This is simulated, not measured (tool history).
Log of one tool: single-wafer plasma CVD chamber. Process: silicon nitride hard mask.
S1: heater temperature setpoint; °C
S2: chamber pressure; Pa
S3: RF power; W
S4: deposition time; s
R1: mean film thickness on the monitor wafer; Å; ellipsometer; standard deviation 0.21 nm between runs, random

run	hour	S1	S2	S3	S4	R1
1	0	385	256	355	34.5	473.99
2	7.9	385	256	310	34.5	443.73
3	12.6	385	247	305	34.5	433.41
4	17.3	385	241	305	34.5	429.35
5	23.3	385	237	305	34.5	425.23
6	29.8	381	237	305	34.5	427.2

Forecast run 7:
7	37.8	381	233	305	34.5	?

Run 7 came out at R1 423.49 Å.
